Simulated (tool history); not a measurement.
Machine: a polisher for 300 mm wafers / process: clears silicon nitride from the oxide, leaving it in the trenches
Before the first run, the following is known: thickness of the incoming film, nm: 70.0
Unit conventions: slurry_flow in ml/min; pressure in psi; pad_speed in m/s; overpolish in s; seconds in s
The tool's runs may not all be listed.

| run | hour | slurry_flow | pressure | pad_speed | overpolish | seconds |
|---|---|---|---|---|---|---|
| 1 | 0.0 | 245 | 2.3 | 1.20 | 11 | 88.109 |
| 2 | 7.2 | 245 | 2.3 | 1.02 | 11 | 99.404 |
| 3 | 13.5 | 245 | 2.3 | 1.20 | 11 | 85.949 |
| 4 | 15.2 | 245 | 2.7 | 1.20 | 11 | 77.769 |
| 5 | 21.2 | 245 | 2.3 | 1.20 | 11 | 88.075 |
| 6 | 30.0 | 205 | 2.3 | 1.20 | 11 | 88.997 |
| 7 | 34.5 | 205 | 2.5 | 1.20 | 11 | 83.932 |

Run 8 comes next. What will it give?
| 8 | 40.5 | 210 | 2.6 | 1.20 | 11 | ? |

{"run 8": {"seconds": 79.958}}
